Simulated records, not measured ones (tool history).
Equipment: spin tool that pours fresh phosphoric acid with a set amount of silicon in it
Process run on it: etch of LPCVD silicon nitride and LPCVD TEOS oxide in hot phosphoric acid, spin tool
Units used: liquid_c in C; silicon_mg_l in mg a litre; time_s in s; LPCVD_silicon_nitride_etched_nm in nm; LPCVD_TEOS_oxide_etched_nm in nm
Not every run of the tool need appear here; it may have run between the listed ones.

run	day	liquid_c	silicon_mg_l	time_s	LPCVD_silicon_nitride_etched_nm	LPCVD_TEOS_oxide_etched_nm
1	0.000	161.0	13.0	135	10.3830	0.30401
2	0.329	160.0	13.0	135	10.0630	0.35691
3	0.408	160.0	20.5	135	10.0530	0.24474
4	0.562	161.0	20.5	135	10.3830	0.28534
5	0.896	159.5	20.5	135	9.9123	0.23338
6	0.950	158.5	20.5	135	9.5330	0.24750
7	1.238	159.5	21.0	135	9.8594	0.27793
8	1.304	160.5	22.5	135	10.2330	0.26673
9	1.350	160.5	22.5	135	10.2360	0.26142
10	1.675	161.5	24.0	135	10.5230	0.25348
11	2.021	162.0	24.5	135	10.7480	0.26425
12	2.392	162.5	25.5	135	10.9310	0.26347
13	2.558	163.0	26.5	135	11.1370	0.23915
# day 2.712: heated supply line repaired
14	2.712	163.5	26.0	135	12.0580	0.32779
15	2.762	163.5	26.0	135	12.0540	0.34003

Run 16, settings as shown, results not yet in. Your forecast:
16	3.062	163.5	26.0	135	?	?

LPCVD_silicon_nitride_etched_nm: 12.0200 nm
LPCVD_TEOS_oxide_etched_nm: 0.30705 nm
